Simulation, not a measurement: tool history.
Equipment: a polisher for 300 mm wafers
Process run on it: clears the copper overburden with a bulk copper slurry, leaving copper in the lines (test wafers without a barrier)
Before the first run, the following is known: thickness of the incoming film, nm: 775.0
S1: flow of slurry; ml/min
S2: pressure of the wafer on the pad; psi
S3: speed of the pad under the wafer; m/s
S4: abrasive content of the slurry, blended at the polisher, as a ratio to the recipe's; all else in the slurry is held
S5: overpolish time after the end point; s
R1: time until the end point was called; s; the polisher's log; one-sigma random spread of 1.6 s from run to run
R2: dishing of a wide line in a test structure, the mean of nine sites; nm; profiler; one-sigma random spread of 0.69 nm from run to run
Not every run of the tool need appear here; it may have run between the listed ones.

run	day	S1	S2	S3	S4	S5	R1	R2
1	0.000	310	2.4	0.96	1.00	29	112.42	90.927
2	0.246	310	2.4	0.96	1.15	29	108.74	91.297
3	0.567	310	2.3	0.96	1.15	28	112.81	86.008
4	0.683	310	2.2	0.96	1.15	27	118.94	81.920
5	0.942	310	2.2	0.76	1.15	27	147.60	70.109
6	1.000	310	2.2	0.76	1.15	26	152.16	69.678

What will run 7 give?
7	1.129	310	2.2	0.76	1.15	25	?	?

Logged for run 7: R1 149.67 s, R2 67.166 nm.

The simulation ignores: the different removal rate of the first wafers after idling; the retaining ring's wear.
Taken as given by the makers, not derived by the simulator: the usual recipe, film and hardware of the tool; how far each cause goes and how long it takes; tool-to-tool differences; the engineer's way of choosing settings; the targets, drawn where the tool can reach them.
